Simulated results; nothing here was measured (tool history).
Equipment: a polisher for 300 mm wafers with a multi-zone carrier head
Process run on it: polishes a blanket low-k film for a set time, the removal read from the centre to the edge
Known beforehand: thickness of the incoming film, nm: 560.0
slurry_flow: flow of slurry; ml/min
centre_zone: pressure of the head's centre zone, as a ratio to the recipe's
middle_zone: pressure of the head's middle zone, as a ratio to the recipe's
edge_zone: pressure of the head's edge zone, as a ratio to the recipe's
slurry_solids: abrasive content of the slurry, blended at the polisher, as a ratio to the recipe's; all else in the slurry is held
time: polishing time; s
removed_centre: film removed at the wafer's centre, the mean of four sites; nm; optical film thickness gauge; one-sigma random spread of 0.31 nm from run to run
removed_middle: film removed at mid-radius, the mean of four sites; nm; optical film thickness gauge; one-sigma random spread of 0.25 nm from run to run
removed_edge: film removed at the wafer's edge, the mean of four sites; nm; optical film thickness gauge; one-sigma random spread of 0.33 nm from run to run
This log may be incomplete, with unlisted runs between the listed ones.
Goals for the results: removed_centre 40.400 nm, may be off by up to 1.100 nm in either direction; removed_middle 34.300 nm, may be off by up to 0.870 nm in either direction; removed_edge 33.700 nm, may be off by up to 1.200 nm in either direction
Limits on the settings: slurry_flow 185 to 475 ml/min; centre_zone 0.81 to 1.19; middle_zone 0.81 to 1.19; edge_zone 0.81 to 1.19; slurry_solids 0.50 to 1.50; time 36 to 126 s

run	day	slurry_flow	centre_zone	middle_zone	edge_zone	slurry_solids	time	removed_centre	removed_middle	removed_edge
1	0.000	305	1.00	1.00	1.00	1.00	81	25.637	25.881	25.011
2	0.338	245	1.00	1.00	1.00	1.00	81	24.742	25.040	24.640
3	0.533	295	1.00	1.00	1.00	1.00	81	25.245	25.380	24.928
4	0.850	295	0.94	1.00	1.00	1.00	81	23.794	25.815	25.665
5	1.075	310	0.99	1.00	1.03	1.15	82	27.203	27.333	27.271
6	1.225	320	1.03	1.01	1.05	1.25	84	29.693	29.582	29.669
7	1.292	340	1.07	1.01	1.05	1.30	85	31.951	30.688	29.941
8	1.325	350	1.10	1.01	1.06	1.35	86	34.213	31.452	31.045
9	1.412	360	1.12	1.01	1.07	1.40	86	35.333	31.730	32.204
10	1.446	365	1.14	1.02	1.06	1.45	86	36.322	32.820	31.921

4 next moves are on the table. One of them brings every result within its allowed miss. Which?
A	1.479	355	1.02	1.10	1.06	1.50	83	?	?	?
B	1.479	225	1.00	1.01	1.19	1.10	99	?	?	?
C	1.479	335	1.19	1.01	1.04	1.05	104	?	?	?
D	1.479	305	0.92	1.04	1.19	1.50	90	?	?	?

move	removed_centre	removed_middle	removed_edge
A	31.300	33.648	31.218
B	30.744	31.557	33.875
C	39.833	34.107	33.820
D	30.084	34.289	35.540
A: further off than the last run
B: further off than the last run
C: all results in spec
D: further off than the last run
Move C is the one to make.
